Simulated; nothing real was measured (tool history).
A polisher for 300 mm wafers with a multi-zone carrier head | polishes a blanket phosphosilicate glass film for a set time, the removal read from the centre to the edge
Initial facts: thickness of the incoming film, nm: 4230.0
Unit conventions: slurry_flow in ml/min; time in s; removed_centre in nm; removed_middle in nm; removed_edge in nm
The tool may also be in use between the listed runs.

run,hour,slurry_flow,centre_zone,middle_zone,edge_zone,slurry_solids,time,removed_centre,removed_middle,removed_edge
1,0,180,1,1,1,1,58,406.06,414.05,409.33
2,2.9,180,1,1,1,1,63,435.37,448.42,434.5
3,8.4,180,1,1,1,1.1,63,450.94,463.46,456.79
4,12.2,180,1,1,1.05,1.1,63,451.28,462.65,475.97
5,20.1,180,1,1,1.08,1.1,63,458.04,463.03,476.16
6,23.1,180,1,1,1.08,1.1,74,531.74,545.59,559.39
7,25.2,170,0.97,0.99,1.07,1,74,499.09,516.44,541.06

Run 8 comes next. What will it give?
8,33.7,135,0.87,1.01,0.97,0.75,64,?,?,?

{"run 8": {"removed_centre": 330.15, "removed_middle": 389.99, "removed_edge": 378.61}}
